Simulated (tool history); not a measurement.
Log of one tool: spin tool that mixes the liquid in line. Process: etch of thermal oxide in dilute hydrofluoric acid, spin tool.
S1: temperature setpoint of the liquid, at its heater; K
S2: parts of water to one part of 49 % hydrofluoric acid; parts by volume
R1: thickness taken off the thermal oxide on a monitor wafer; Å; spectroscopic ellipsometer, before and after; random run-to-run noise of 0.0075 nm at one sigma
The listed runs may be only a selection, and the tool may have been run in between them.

Run 1, hour 0: S1 296.15 K, S2 100 parts by volume, time under the liquid (s) 50. Result: R1 23.002 Å.
Run 2, hour 4.1: S1 295.65 K, S2 105 parts by volume, time under the liquid (s) 50. Result: R1 21.408 Å.
Run 3, hour 7: S1 295.15 K, S2 110 parts by volume, time under the liquid (s) 50. Result: R1 20.23 Å.
Run 4, hour 15.3: S1 294.65 K, S2 115 parts by volume, time under the liquid (s) 50. Result: R1 18.638 Å.
Run 5, hour 23.8: S1 294.65 K, S2 90 parts by volume, time under the liquid (s) 50. Result: R1 24.565 Å.
Run 6, hour 31.8: S1 294.65 K, S2 90 parts by volume, time under the liquid (s) 50. Result: R1 24.359 Å.

What does the tool deliver on the next run?
Run 7, hour 34.8: S1 294.65 K, S2 90 parts by volume, time under the liquid (s) 50. Result: R1 ?.

Run 7 produced R1 24.524 Å.

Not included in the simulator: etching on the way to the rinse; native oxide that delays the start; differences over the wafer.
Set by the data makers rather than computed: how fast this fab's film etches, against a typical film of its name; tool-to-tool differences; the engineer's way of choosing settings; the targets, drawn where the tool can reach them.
